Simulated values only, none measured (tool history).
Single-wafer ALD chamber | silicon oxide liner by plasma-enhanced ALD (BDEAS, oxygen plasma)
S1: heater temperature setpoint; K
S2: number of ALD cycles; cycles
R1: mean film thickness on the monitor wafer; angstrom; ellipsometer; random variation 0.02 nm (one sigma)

Run 1, hour 0: S1 588.15 K, S2 60 cycles. Result: R1 52.464 angstrom.
Run 2, hour 1: S1 583.15 K, S2 60 cycles. Result: R1 53.253 angstrom.
Run 3, hour 4.7: S1 583.15 K, S2 68 cycles. Result: R1 60.13 angstrom.
Run 4, hour 7.6: S1 583.15 K, S2 65 cycles. Result: R1 57.363 angstrom.
Run 5, hour 10.8: S1 577.15 K, S2 65 cycles. Result: R1 57.971 angstrom.
Run 6, hour 17.3: S1 584.15 K, S2 65 cycles. Result: R1 57.634 angstrom.

Forecast run 7:
Run 7, hour 21.7: S1 584.15 K, S2 68 cycles. Result: R1 ?.

{"run 7": {"R1": 59.93}}

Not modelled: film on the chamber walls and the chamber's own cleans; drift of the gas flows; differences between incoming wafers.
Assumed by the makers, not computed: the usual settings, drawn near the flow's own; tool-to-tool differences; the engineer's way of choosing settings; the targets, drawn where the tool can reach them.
